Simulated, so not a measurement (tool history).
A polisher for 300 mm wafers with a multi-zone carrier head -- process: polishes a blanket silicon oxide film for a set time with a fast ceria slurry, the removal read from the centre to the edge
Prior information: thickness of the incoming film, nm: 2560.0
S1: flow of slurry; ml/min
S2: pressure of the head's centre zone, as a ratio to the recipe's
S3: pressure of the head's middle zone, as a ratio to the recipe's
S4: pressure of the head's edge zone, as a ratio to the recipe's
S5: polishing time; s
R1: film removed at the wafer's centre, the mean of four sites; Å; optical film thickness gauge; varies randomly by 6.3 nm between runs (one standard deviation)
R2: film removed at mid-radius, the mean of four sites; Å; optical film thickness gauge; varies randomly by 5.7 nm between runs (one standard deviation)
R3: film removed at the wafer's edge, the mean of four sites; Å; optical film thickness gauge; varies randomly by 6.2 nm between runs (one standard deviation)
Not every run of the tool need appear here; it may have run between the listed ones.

{"run": 1, "hour": 0.0, "S1": 285, "S2": 1, "S3": 1, "S4": 1, "S5": 72, "R1": 8026.5, "R2": 7982.7, "R3": 7404.6}
{"run": 2, "hour": 3.1, "S1": 280, "S2": 0.97, "S3": 0.98, "S4": 1.01, "S5": 70, "R1": 7275.4, "R2": 7758.4, "R3": 7299}
{"run": 3, "hour": 7.5, "S1": 280, "S2": 0.97, "S3": 0.98, "S4": 0.94, "S5": 70, "R1": 7382.7, "R2": 7627.8, "R3": 6964}
{"run": 4, "hour": 11.3, "S1": 275, "S2": 0.96, "S3": 0.96, "S4": 0.95, "S5": 69, "R1": 7198.6, "R2": 7358, "R3": 7061.1}
{"run": 5, "hour": 19.9, "S1": 215, "S2": 0.96, "S3": 0.96, "S4": 0.95, "S5": 69, "R1": 7000.8, "R2": 7178.5, "R3": 6911.9}
{"hour": 20.8, "done": "edge zone pressure recalibrated"}
{"run": 6, "hour": 20.8, "S1": 215, "S2": 0.96, "S3": 0.99, "S4": 0.95, "S5": 69, "R1": 7084.1, "R2": 7237.8, "R3": 7184.4}
{"run": 7, "hour": 29.6, "S1": 210, "S2": 0.95, "S3": 0.97, "S4": 0.96, "S5": 68, "R1": 6827.5, "R2": 7076.6, "R3": 7056.7}
{"run": 8, "hour": 36.2, "S1": 205, "S2": 0.94, "S3": 0.95, "S4": 0.95, "S5": 67, "R1": 6726.4, "R2": 6881.7, "R3": 6889}
{"run": 9, "hour": 43.4, "S1": 200, "S2": 0.93, "S3": 0.94, "S4": 0.95, "S5": 66, "R1": 6510.1, "R2": 6751.7, "R3": 6760.7}
{"run": 10, "hour": 46.9, "S1": 195, "S2": 0.92, "S3": 0.92, "S4": 0.96, "S5": 65, "R1": 6407.1, "R2": 6632.1, "R3": 6733.9}

Run 11 is up next; what results do you expect?
{"run": 11, "hour": 54.2, "S1": 180, "S2": 0.82, "S3": 0.82, "S4": 1, "S5": 57, "R1": "?", "R2": "?", "R3": "?"}

Run 11 yielded R1 4840.4 Å, R2 5198.8 Å, R3 5909 Å.

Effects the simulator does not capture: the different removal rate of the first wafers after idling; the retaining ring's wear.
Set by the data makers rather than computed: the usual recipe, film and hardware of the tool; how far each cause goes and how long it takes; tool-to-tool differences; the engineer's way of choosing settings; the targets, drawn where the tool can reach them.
